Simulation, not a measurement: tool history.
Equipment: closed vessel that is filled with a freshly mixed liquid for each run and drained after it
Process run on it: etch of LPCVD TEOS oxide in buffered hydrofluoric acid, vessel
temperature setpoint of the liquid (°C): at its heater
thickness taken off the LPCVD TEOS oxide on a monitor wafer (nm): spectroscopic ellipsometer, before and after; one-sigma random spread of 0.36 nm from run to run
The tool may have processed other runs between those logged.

run	day	temperature setpoint of the liquid (°C)	parts of 40 % ammonium fluoride to one part of 49 % hydrofluoric acid (parts by volume)	time in the liquid (s)	thickness taken off the LPCVD TEOS oxide on a monitor wafer (nm)
1	0	20	16.5	35	49.594
2	0.171	20	16.5	30	42.337
3	0.317	22	16.5	30	47.702
4	0.446	22	16.5	30	47.782
5	0.517	22	16.5	30	47.826
6	0.812	23	16.5	30	50.641
7	0.862	23	16.5	30	50.208

What does the tool deliver on the next run?
8	1.158	23.5	16.5	30	?

Run 8 came out at thickness taken off the LPCVD TEOS oxide on a monitor wafer (nm) 51.759.
